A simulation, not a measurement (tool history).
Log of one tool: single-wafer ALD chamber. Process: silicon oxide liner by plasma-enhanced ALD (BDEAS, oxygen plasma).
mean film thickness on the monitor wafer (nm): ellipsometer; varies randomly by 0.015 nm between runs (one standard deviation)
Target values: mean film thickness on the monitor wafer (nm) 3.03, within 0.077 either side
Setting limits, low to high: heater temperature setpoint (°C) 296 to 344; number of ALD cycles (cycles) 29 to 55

run  hour  heater temperature setpoint (°C)  number of ALD cycles (cycles)  mean film thickness on the monitor wafer (nm)
  1     0                               320                             42                                          3.779
  2     3                               320                             40                                         3.5996
  3   8.9                               320                             39                                         3.4834
  4  10.4                               320                             44                                          3.934
  5  18.6                               320                             39                                         3.4892
  6  25.5                               313                             39                                         3.5166
  7  29.5                               313                             38                                          3.478
  8  34.7                               314                             37                                         3.3139
  9    43                               314                             37                                         3.3433
 10  46.5                               314                             36                                          3.266

Which of these 4 next moves meets every target?
  A    50                               306                             32                                              ?
  B    50                               318                             38                                              ?
  C    50                               336                             36                                              ?
  D    50                               305                             33                                              ?

move  mean film thickness on the monitor wafer (nm)
   A                                         2.9365
   B                                         3.4308
   C                                         3.1701
   D                                         3.0324
A: takes the biggest miss from the last run beyond its target
B: its largest miss is bigger than the last run's
C: an improvement on the last run, though not all results are within tolerance
D: meets every target
Answer: D
